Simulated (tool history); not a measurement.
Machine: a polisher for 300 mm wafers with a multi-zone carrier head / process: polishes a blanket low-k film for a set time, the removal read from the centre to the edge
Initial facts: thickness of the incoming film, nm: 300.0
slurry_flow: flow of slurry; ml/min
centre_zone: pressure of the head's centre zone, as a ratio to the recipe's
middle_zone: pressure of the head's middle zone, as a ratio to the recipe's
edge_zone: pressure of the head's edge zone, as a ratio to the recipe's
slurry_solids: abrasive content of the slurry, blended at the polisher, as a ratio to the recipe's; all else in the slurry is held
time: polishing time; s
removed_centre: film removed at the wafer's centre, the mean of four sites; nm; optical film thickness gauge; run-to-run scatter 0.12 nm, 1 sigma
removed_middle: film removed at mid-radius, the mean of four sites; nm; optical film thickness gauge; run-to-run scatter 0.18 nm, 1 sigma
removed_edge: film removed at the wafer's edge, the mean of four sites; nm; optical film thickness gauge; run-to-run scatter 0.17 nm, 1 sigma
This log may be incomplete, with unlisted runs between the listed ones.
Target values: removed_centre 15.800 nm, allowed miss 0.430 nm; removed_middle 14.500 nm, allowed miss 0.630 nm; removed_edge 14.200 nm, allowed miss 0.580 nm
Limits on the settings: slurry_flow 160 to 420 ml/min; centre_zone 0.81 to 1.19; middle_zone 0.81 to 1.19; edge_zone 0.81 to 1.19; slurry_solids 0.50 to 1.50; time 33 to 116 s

run  hour  slurry_flow  centre_zone  middle_zone  edge_zone  slurry_solids  time  removed_centre  removed_middle  removed_edge
  1   0.0          270         1.00         1.00       1.00           1.00    74          29.105          29.526        28.850
  2   1.4          270         1.00         1.00       1.00           1.00    82          31.935          32.476        31.738
  3  10.1          270         1.01         0.98       0.96           0.85    70          25.632          25.539        25.608
  4  18.9          270         1.01         0.98       0.92           0.85    70          25.976          26.192        25.002
  5  20.3          270         1.09         0.98       0.92           0.85    70          27.832          25.476        24.759
  6  23.2          270         1.09         0.98       0.90           0.75    61          22.813          21.433        20.538
  7  28.6          270         1.10         0.97       0.89           0.70    56          20.654          18.654        17.900
  8  35.3          260         1.00         0.90       0.82           0.50    51          14.610          13.501        13.357
  9  37.6          275         1.01         0.91       0.83           0.50    51          14.824          14.212        13.768
 10  39.3          280         1.02         0.91       0.83           0.50    51          14.742          13.946        13.623

Below are 5 possible settings for the next run. Only one of them brings all results inside the allowed miss of their targets. Which is it?
  A  41.0          295         1.04         0.92       0.83           0.50    53               ?               ?             ?
  B  41.0          165         1.14         0.92       0.81           0.55    54               ?               ?             ?
  C  41.0          220         1.17         0.93       0.81           0.55    47               ?               ?             ?
  D  41.0          160         1.16         0.89       0.87           0.50    55               ?               ?             ?
  E  41.0          240         1.14         1.03       0.81           0.50    49               ?               ?             ?

move  removed_centre  removed_middle  removed_edge
   A          16.048          14.620        14.263
   B          16.901          14.244        14.075
   C          15.996          13.156        12.729
   D          16.596          13.468        14.076
   E          15.770          14.229        12.787
A: every result lands within tolerance
B: takes the biggest miss from the last run beyond its target
C: the worst result of the last run now meets its target, but another is out of spec
D: takes the biggest miss from the last run beyond its target
E: the worst result of the last run now meets its target, but another is out of spec
Answer: A

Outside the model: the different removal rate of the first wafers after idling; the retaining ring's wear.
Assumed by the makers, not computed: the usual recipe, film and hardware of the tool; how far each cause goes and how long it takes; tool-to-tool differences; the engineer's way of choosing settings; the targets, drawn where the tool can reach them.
